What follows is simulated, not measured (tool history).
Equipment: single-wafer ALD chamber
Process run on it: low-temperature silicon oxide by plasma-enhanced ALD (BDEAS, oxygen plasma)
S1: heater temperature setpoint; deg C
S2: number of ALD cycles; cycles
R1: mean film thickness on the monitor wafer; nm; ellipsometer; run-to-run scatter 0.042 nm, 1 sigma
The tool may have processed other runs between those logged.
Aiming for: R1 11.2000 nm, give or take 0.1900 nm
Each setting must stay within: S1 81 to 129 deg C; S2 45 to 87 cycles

run,hour,S1,S2,R1
1,0.0,105,66,9.3512
2,1.4,105,58,8.2310
3,8.0,111,58,8.1482
4,16.2,116,58,8.0621
5,17.5,106,58,8.2057
6,22.2,106,66,9.3430
7,26.5,105,68,9.6611
8,30.9,104,70,9.9089
9,39.1,103,71,10.0590
10,41.7,102,72,10.3460
11,42.8,101,73,10.3430
12,45.5,100,80,11.3780
13,48.5,100,80,11.4780
14,56.3,101,80,11.4220
15,59.5,102,80,11.3350
16,62.4,103,80,11.4030

4 candidate next runs follow, results not yet known. Just one meets every target within its allowed miss. Identify it.
A,65.3,111,83,?
B,65.3,98,81,?
C,65.3,96,77,?
D,65.3,105,82,?

move,R1
A,11.6920
B,11.6750
C,11.1680
D,11.6630
A: the biggest miss grows against the last run
B: the biggest miss grows against the last run
C: all results land within tolerance of their targets
D: the biggest miss grows against the last run
Answer: C
